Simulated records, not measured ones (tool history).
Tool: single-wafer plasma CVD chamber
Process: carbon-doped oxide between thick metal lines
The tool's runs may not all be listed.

run	day	heater temperature setpoint (deg C)	chamber pressure (Pa)	RF power (kW)	deposition time (s)	mean film thickness on the monitor wafer (Å)
1	0	345	515	0.42	158	6262.3
2	0.204	346	503	0.405	158	6024.9
3	0.288	355	503	0.405	158	5906.1
4	0.408	356	493	0.395	158	5757.5
5	0.575	357	484	0.385	158	5620.5
6	0.6	358	475	0.38	158	5493.3
7	0.675	358	461	0.375	158	5419.5
8	0.796	358	449	0.37	158	5383.4
9	1.004	358	443	0.365	158	5298
10	1.083	358	433	0.36	158	5243.2
11	1.254	358	425	0.355	158	5139.7
12	1.429	358	419	0.355	158	5129.5
13	1.521	358	412	0.355	158	5110.4
14	1.85	358	405	0.355	158	5126.1
15	2.054	358	400	0.355	158	5111.7

Forecast run 16:
16	2.342	358	395	0.355	158	?

Run 16 gave mean film thickness on the monitor wafer (Å) 5114.1.
